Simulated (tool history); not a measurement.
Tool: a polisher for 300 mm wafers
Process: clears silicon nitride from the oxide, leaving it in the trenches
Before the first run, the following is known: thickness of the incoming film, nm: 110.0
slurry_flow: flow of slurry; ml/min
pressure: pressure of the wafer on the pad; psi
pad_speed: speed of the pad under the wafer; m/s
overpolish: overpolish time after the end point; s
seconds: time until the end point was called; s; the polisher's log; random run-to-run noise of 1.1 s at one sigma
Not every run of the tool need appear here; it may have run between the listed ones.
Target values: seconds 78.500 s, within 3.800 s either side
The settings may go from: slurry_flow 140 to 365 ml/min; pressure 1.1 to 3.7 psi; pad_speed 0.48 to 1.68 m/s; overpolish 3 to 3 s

Run 1, day 0.000: slurry_flow 235 ml/min, pressure 2.4 psi, pad_speed 1.08 m/s, overpolish 3 s. Result: seconds 119.900 s.
Run 2, day 0.242: slurry_flow 235 ml/min, pressure 2.6 psi, pad_speed 1.08 m/s, overpolish 3 s. Result: seconds 112.750 s.
Run 3, day 0.358: slurry_flow 235 ml/min, pressure 3.0 psi, pad_speed 1.08 m/s, overpolish 3 s. Result: seconds 96.982 s.
Run 4, day 0.700: slurry_flow 235 ml/min, pressure 3.1 psi, pad_speed 1.08 m/s, overpolish 3 s. Result: seconds 93.870 s.
Run 5, day 0.754: slurry_flow 180 ml/min, pressure 3.1 psi, pad_speed 1.08 m/s, overpolish 3 s. Result: seconds 96.417 s.
Run 6, day 0.942: slurry_flow 180 ml/min, pressure 3.5 psi, pad_speed 1.08 m/s, overpolish 3 s. Result: seconds 87.876 s.
Run 7, day 1.067: slurry_flow 180 ml/min, pressure 3.5 psi, pad_speed 1.08 m/s, overpolish 3 s. Result: seconds 86.647 s.
Run 8, day 1.375: slurry_flow 180 ml/min, pressure 3.5 psi, pad_speed 1.08 m/s, overpolish 3 s. Result: seconds 84.453 s.
Run 9, day 1.721: slurry_flow 180 ml/min, pressure 3.6 psi, pad_speed 1.08 m/s, overpolish 3 s. Result: seconds 83.365 s.

Of the 4 settings listed for the next run, only one would bring every result within its allowed miss of target. Which one?
Run A, day 2.067: slurry_flow 160 ml/min, pressure 3.3 psi, pad_speed 1.10 m/s, overpolish 3 s. Result: seconds ?.
Run B, day 2.067: slurry_flow 155 ml/min, pressure 3.7 psi, pad_speed 1.14 m/s, overpolish 3 s. Result: seconds ?.
Run C, day 2.067: slurry_flow 215 ml/min, pressure 3.6 psi, pad_speed 1.04 m/s, overpolish 3 s. Result: seconds ?.
Run D, day 2.067: slurry_flow 195 ml/min, pressure 3.7 psi, pad_speed 0.94 m/s, overpolish 3 s. Result: seconds ?.

move  seconds
   A   92.296
   B   80.243
   C   86.542
   D   92.666
A: moves away from the targets compared with the last run
B: all results land within tolerance of their targets
C: moves away from the targets compared with the last run
D: moves away from the targets compared with the last run
B is the move that brings every result within its allowed miss.

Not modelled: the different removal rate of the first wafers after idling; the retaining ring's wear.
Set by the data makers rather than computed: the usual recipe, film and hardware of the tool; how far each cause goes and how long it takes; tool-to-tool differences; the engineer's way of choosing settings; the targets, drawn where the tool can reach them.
